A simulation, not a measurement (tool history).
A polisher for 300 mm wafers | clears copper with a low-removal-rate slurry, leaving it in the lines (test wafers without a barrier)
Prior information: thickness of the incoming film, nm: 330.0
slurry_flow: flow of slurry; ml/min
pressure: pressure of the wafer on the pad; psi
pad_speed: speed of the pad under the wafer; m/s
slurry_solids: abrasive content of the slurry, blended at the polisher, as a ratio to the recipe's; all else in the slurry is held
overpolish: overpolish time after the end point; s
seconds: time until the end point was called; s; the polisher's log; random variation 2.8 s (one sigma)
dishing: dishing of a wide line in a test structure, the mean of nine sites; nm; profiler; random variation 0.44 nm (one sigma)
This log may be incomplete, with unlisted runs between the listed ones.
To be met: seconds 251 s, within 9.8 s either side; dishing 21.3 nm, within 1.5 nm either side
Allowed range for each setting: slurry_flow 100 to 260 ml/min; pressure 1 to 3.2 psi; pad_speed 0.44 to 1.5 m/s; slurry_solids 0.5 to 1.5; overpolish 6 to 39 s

{"run": 1, "day": 0.0, "slurry_flow": 165, "pressure": 2.1, "pad_speed": 0.96, "slurry_solids": 1, "overpolish": 20, "seconds": 165.56, "dishing": 27.032}
{"run": 2, "day": 0.229, "slurry_flow": 165, "pressure": 2.1, "pad_speed": 1.12, "slurry_solids": 1, "overpolish": 20, "seconds": 145.03, "dishing": 30.125}
{"run": 3, "day": 0.296, "slurry_flow": 160, "pressure": 1.9, "pad_speed": 1.12, "slurry_solids": 1, "overpolish": 21, "seconds": 157.7, "dishing": 29.408}
{"run": 4, "day": 0.675, "slurry_flow": 160, "pressure": 1.7, "pad_speed": 1.1, "slurry_solids": 1, "overpolish": 21, "seconds": 180.52, "dishing": 27.235}
{"run": 5, "day": 0.921, "slurry_flow": 160, "pressure": 1.6, "pad_speed": 1.1, "slurry_solids": 1, "overpolish": 21, "seconds": 186.59, "dishing": 25.149}
{"run": 6, "day": 1.188, "slurry_flow": 160, "pressure": 1.4, "pad_speed": 1.1, "slurry_solids": 1, "overpolish": 21, "seconds": 205.91, "dishing": 22.63}
{"run": 7, "day": 1.358, "slurry_flow": 145, "pressure": 1, "pad_speed": 1.08, "slurry_solids": 1, "overpolish": 25, "seconds": 276.64, "dishing": 21.661}
{"run": 8, "day": 1.462, "slurry_flow": 150, "pressure": 1, "pad_speed": 1.08, "slurry_solids": 1, "overpolish": 25, "seconds": 269.73, "dishing": 20.886}
{"run": 9, "day": 1.725, "slurry_flow": 155, "pressure": 1, "pad_speed": 1.08, "slurry_solids": 1, "overpolish": 25, "seconds": 269.03, "dishing": 21.228}
{"run": 10, "day": 1.758, "slurry_flow": 160, "pressure": 1, "pad_speed": 1.08, "slurry_solids": 1, "overpolish": 25, "seconds": 270.21, "dishing": 21.462}

Exercise: of the 4 proposed moves below, exactly one satisfies all targets within the stated allowed misses. Which move is it?
{"run": "A", "day": 1.792, "slurry_flow": 180, "pressure": 1.1, "pad_speed": 1.12, "slurry_solids": 0.75, "overpolish": 24, "seconds": "?", "dishing": "?"}
{"run": "B", "day": 1.792, "slurry_flow": 100, "pressure": 1.1, "pad_speed": 1.2, "slurry_solids": 0.75, "overpolish": 20, "seconds": "?", "dishing": "?"}
{"run": "C", "day": 1.792, "slurry_flow": 165, "pressure": 1, "pad_speed": 1.08, "slurry_solids": 0.8, "overpolish": 27, "seconds": "?", "dishing": "?"}
{"run": "D", "day": 1.792, "slurry_flow": 145, "pressure": 1, "pad_speed": 1, "slurry_solids": 1.35, "overpolish": 21, "seconds": "?", "dishing": "?"}

move=A seconds=255.35 dishing=21.807
move=B seconds=272.85 dishing=17.506
move=C seconds=281.66 dishing=22.105
move=D seconds=273.13 dishing=18.218
A: all results in spec
B: its largest miss is bigger than the last run's
C: its largest miss is bigger than the last run's
D: its largest miss is bigger than the last run's
The move that meets every target is A.

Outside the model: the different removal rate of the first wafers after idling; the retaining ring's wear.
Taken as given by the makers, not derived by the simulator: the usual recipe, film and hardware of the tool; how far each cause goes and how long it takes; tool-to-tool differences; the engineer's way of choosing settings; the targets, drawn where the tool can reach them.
